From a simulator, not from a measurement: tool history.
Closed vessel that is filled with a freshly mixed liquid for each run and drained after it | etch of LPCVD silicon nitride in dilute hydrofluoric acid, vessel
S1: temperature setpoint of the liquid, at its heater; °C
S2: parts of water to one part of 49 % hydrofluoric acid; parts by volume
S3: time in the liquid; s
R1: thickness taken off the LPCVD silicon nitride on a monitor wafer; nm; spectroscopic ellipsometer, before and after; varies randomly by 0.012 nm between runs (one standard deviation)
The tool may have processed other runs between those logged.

run	hour	S1	S2	S3	R1
1	0	21	265	905	1.5063
2	8.8	23	265	905	1.7107
3	11.7	23	195	905	2.3468
4	20.8	21.5	220	900	1.8396
5	27.1	21.5	255	900	1.6111
6	32.6	21.5	305	900	1.3666

Forecast run 7:
7	34	20.5	310	900	?

Logged for run 7: R1 1.2253 nm.
